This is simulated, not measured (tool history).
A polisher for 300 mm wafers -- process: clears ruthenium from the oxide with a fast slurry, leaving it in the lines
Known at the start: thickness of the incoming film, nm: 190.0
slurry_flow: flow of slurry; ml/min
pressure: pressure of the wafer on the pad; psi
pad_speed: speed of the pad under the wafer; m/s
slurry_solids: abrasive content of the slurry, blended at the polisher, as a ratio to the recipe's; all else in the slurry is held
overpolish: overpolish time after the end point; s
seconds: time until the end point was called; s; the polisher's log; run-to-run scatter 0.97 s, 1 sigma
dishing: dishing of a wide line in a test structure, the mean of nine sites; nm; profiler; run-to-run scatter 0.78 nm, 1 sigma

run,hour,slurry_flow,pressure,pad_speed,slurry_solids,overpolish,seconds,dishing
1,0,165,2.3,1.02,1,28,50.112,78.943
2,3.9,160,2,1.02,1,30,56.956,73.642
3,5.3,155,1.8,1.02,1,32,64.329,71.08
4,11,180,1.8,1.02,1,32,62.1,72.486
5,16.6,175,1.7,1.02,1,33,66.74,71.74
6,23.9,175,1.7,1.02,1,40,65.242,82.155

Forecast run 7:
7,27.6,175,1.6,1.02,1,39,?,?

{"run 7": {"seconds": 70.797, "dishing": 76.318}}

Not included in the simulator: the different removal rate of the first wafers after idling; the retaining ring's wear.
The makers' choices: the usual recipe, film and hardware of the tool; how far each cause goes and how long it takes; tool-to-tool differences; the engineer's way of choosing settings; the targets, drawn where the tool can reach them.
